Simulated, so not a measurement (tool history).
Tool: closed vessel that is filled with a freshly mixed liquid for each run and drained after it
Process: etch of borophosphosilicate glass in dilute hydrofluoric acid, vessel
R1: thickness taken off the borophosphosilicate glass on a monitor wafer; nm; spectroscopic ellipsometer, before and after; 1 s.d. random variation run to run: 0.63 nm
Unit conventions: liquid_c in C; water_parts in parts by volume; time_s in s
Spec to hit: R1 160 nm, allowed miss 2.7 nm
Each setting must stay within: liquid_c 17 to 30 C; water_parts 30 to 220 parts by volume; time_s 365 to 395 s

run 1 hour=0 | liquid_c=22 water_parts=125 time_s=365 | R1=65.82
run 2 hour=6.5 | liquid_c=22 water_parts=125 time_s=395 | R1=70.893
run 3 hour=7.4 | liquid_c=23.5 water_parts=125 time_s=395 | R1=75.771
run 4 hour=11.1 | liquid_c=25.5 water_parts=110 time_s=395 | R1=94.535
run 5 hour=18.8 | liquid_c=23 water_parts=110 time_s=395 | R1=86.342
run 6 hour=24.1 | liquid_c=25 water_parts=100 time_s=395 | R1=103.2
-- hour=32.1 thermometer replaced
run 7 hour=32.1 | liquid_c=26.5 water_parts=90 time_s=395 | R1=131.57
run 8 hour=33.2 | liquid_c=27.5 water_parts=90 time_s=395 | R1=136.32
run 9 hour=42 | liquid_c=28 water_parts=90 time_s=395 | R1=138.36
run 10 hour=45.9 | liquid_c=28.5 water_parts=90 time_s=395 | R1=142.16
run 11 hour=52.8 | liquid_c=29 water_parts=90 time_s=395 | R1=143.99
run 12 hour=57.9 | liquid_c=29.5 water_parts=90 time_s=395 | R1=146.79

Consider the 5 candidate settings below. Which is the only one whose results all fall within their allowed miss of target?
run A hour=63 | liquid_c=30 water_parts=85 time_s=395 | R1=?
run B hour=63 | liquid_c=28.5 water_parts=75 time_s=375 | R1=?
run C hour=63 | liquid_c=30 water_parts=95 time_s=370 | R1=?
run D hour=63 | liquid_c=29.5 water_parts=95 time_s=380 | R1=?
run E hour=63 | liquid_c=27 water_parts=85 time_s=395 | R1=?

move=A R1=159.96
move=B R1=164.82
move=C R1=132.15
move=D R1=133.18
move=E R1=142.51
A: all results land within tolerance of their targets
B: takes the biggest miss from the last run beyond its target
C: the biggest miss grows against the last run
D: the biggest miss grows against the last run
E: the biggest miss grows against the last run
So the answer is move A, the one that meets all the targets.
